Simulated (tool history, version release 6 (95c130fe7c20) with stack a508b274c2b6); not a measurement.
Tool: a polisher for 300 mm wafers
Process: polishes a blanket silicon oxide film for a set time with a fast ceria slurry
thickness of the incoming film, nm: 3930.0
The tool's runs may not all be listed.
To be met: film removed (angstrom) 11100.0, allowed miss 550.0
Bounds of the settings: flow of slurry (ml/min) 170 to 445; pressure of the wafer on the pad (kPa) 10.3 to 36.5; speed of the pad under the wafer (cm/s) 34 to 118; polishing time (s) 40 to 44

run	hour	flow of slurry (ml/min)	pressure of the wafer on the pad (kPa)	speed of the pad under the wafer (cm/s)	polishing time (s)	film removed (angstrom)
1	0.0	285	23.4	76	44	7336.6
2	2.8	285	23.4	76	40	6395.1
3	8.6	285	26.2	76	40	7029.4
4	9.4	285	28.3	78	40	7826.3
# hour 11.4: slurry nozzle cleaned
5	11.4	285	28.3	90	40	9270.2
6	19.2	285	29.0	90	40	9763.6
7	20.1	285	29.6	90	40	9612.2
8	20.9	285	30.3	90	40	10415.0
9	29.5	285	31.0	90	40	10293.0
10	37.2	285	31.7	90	40	10688.0

Which of these 5 next moves meets every target?
A	44.9	320	33.1	74	43	?
B	44.9	285	33.8	78	42	?
C	44.9	265	31.0	84	41	?
D	44.9	390	24.1	108	44	?
E	44.9	290	33.1	84	40	?

move	film removed (angstrom)
A	9851.3
B	10218.0
C	9785.6
D	10881.0
E	10267.0
A: further off than the last run
B: further off than the last run
C: further off than the last run
D: meets every target
E: further off than the last run
The right move is D.
